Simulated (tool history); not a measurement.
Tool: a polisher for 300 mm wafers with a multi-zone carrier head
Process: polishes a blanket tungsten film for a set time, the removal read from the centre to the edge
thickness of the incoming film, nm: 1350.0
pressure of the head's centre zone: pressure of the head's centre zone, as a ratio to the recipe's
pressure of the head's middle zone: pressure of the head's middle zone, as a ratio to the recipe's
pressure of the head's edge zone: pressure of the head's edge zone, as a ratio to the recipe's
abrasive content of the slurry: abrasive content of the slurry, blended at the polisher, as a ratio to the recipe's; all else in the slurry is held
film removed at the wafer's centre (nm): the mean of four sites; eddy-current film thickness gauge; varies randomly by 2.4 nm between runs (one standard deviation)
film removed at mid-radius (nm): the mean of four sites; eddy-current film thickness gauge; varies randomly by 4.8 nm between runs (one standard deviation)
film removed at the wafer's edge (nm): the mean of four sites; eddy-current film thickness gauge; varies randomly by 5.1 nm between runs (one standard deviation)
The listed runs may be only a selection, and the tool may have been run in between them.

run  hour  flow of slurry (ml/min)  pressure of the head's centre zone  pressure of the head's middle zone  pressure of the head's edge zone  abrasive content of the slurry  polishing time (s)  film removed at the wafer's centre (nm)  film removed at mid-radius (nm)  film removed at the wafer's edge (nm)
  1     0                      250                                   1                                   1                                 1                               1                  60                                   263.51                           268.01                                 269.97
  2   7.7                      250                                   1                                   1                              0.97                               1                  60                                   263.11                           270.73                                 263.28
  3   8.6                      225                                   1                                   1                              0.97                               1                  60                                    261.9                            272.1                                 262.15
  4  15.9                      225                                   1                                   1                              0.97                             0.8                  60                                    251.7                           252.36                                 247.77
  5  18.1                      190                                   1                                   1                              0.97                             0.8                  60                                      242                           251.47                                 244.37
  6  22.4                      190                                   1                                   1                              0.97                            0.95                  60                                   255.93                           263.69                                    252

Run 7 is up next; what results do you expect?
  7  23.8                      220                                1.02                                1.05                              1.04                            1.15                  64                                        ?                                ?                                      ?

film removed at the wafer's centre (nm): 295.11
film removed at mid-radius (nm): 304.6
film removed at the wafer's edge (nm): 301.21

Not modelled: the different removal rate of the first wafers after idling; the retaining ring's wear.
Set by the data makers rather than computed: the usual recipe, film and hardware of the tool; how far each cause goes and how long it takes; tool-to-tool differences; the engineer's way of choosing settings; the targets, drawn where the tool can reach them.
